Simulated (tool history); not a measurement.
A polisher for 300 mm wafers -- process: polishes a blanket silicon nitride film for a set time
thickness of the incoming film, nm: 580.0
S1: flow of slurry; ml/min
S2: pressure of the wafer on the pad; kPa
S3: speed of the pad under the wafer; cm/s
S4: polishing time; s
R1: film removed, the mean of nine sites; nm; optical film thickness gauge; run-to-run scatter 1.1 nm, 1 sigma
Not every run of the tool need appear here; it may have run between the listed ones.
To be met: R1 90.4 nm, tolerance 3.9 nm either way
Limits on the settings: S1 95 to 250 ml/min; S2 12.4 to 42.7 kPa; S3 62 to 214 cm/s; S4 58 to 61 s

Run 1, hour 0: S1 160 ml/min, S2 27.6 kPa, S3 138 cm/s, S4 58 s. Result: R1 121.98 nm.
Run 2, hour 3.2: S1 160 ml/min, S2 25.5 kPa, S3 138 cm/s, S4 58 s. Result: R1 114.58 nm.
Run 3, hour 8.8: S1 145 ml/min, S2 25.5 kPa, S3 138 cm/s, S4 58 s. Result: R1 112.56 nm.
Run 4, hour 17: S1 130 ml/min, S2 25.5 kPa, S3 138 cm/s, S4 58 s. Result: R1 112.28 nm.
Run 5, hour 22.3: S1 130 ml/min, S2 25.5 kPa, S3 164 cm/s, S4 58 s. Result: R1 126.74 nm.
Run 6, hour 27.4: S1 130 ml/min, S2 25.5 kPa, S3 164 cm/s, S4 61 s. Result: R1 136.64 nm.
Run 7, hour 36: S1 130 ml/min, S2 22.1 kPa, S3 162 cm/s, S4 61 s. Result: R1 119.7 nm.
Run 8, hour 39: S1 130 ml/min, S2 20 kPa, S3 160 cm/s, S4 61 s. Result: R1 105.66 nm.
Run 9, hour 45.3: S1 130 ml/min, S2 18.6 kPa, S3 160 cm/s, S4 61 s. Result: R1 98.505 nm.
Run 10, hour 52.7: S1 130 ml/min, S2 17.9 kPa, S3 160 cm/s, S4 61 s. Result: R1 97.96 nm.

Which single option among these 5 for the next run brings every result within its allowed miss of target? Just one does.
Run A, hour 60.1: S1 130 ml/min, S2 13.1 kPa, S3 182 cm/s, S4 59 s. Result: R1 ?.
Run B, hour 60.1: S1 95 ml/min, S2 16.5 kPa, S3 150 cm/s, S4 58 s. Result: R1 ?.
Run C, hour 60.1: S1 170 ml/min, S2 13.1 kPa, S3 208 cm/s, S4 58 s. Result: R1 ?.
Run D, hour 60.1: S1 95 ml/min, S2 16.5 kPa, S3 146 cm/s, S4 61 s. Result: R1 ?.
Run E, hour 60.1: S1 115 ml/min, S2 17.2 kPa, S3 152 cm/s, S4 58 s. Result: R1 ?.

move      R1
   A  77.915
   B  77.596
   C  87.628
   D  79.864
   E  82.948
A: takes the result that was furthest off past its target
B: takes the result that was furthest off past its target
C: hits every target within its allowed miss
D: takes the result that was furthest off past its target
E: takes the result that was furthest off past its target
C meets every target.

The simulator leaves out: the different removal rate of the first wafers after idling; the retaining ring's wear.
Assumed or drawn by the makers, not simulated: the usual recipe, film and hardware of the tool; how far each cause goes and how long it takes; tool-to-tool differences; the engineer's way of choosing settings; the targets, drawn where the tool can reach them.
